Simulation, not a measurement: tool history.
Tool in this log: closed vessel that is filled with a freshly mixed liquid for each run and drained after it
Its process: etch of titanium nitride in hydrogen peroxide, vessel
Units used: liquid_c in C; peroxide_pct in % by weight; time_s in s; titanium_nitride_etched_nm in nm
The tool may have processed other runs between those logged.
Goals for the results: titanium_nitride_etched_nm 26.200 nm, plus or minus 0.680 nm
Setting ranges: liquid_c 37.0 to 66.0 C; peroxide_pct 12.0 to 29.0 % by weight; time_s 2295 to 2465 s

Run 1, hour 0.0: liquid_c 53.0 C, peroxide_pct 19.5 % by weight, time_s 2295 s. Result: titanium_nitride_etched_nm 65.199 nm.
Run 2, hour 1.5: liquid_c 53.0 C, peroxide_pct 19.5 % by weight, time_s 2295 s. Result: titanium_nitride_etched_nm 64.757 nm.
Run 3, hour 8.0: liquid_c 50.0 C, peroxide_pct 19.5 % by weight, time_s 2295 s. Result: titanium_nitride_etched_nm 52.861 nm.
Run 4, hour 13.7: liquid_c 45.0 C, peroxide_pct 19.5 % by weight, time_s 2295 s. Result: titanium_nitride_etched_nm 36.356 nm.
Run 5, hour 21.8: liquid_c 45.0 C, peroxide_pct 19.5 % by weight, time_s 2295 s. Result: titanium_nitride_etched_nm 36.139 nm.
Run 6, hour 29.5: liquid_c 51.0 C, peroxide_pct 19.5 % by weight, time_s 2295 s. Result: titanium_nitride_etched_nm 56.671 nm.
Run 7, hour 35.3: liquid_c 48.5 C, peroxide_pct 19.5 % by weight, time_s 2295 s. Result: titanium_nitride_etched_nm 47.651 nm.
Run 8, hour 37.7: liquid_c 46.5 C, peroxide_pct 19.5 % by weight, time_s 2295 s. Result: titanium_nitride_etched_nm 40.812 nm.
At hour 39.7: thermometer replaced.
Run 9, hour 39.7: liquid_c 45.0 C, peroxide_pct 19.5 % by weight, time_s 2295 s. Result: titanium_nitride_etched_nm 40.951 nm.

Of the 4 settings listed for the next run, only one would bring every result within its allowed miss of target. Which one?
Run A, hour 41.7: liquid_c 38.5 C, peroxide_pct 23.0 % by weight, time_s 2435 s. Result: titanium_nitride_etched_nm ?.
Run B, hour 41.7: liquid_c 40.5 C, peroxide_pct 15.5 % by weight, time_s 2295 s. Result: titanium_nitride_etched_nm ?.
Run C, hour 41.7: liquid_c 40.5 C, peroxide_pct 15.5 % by weight, time_s 2320 s. Result: titanium_nitride_etched_nm ?.
Run D, hour 41.7: liquid_c 39.0 C, peroxide_pct 19.5 % by weight, time_s 2295 s. Result: titanium_nitride_etched_nm ?.

move  titanium_nitride_etched_nm
   A                      27.802
   B                      28.106
   C                      28.412
   D                      26.289
A: an improvement on the last run, though not all results are within tolerance
B: an improvement on the last run, though not all results are within tolerance
C: an improvement on the last run, though not all results are within tolerance
D: every result lands within tolerance
D meets every target.
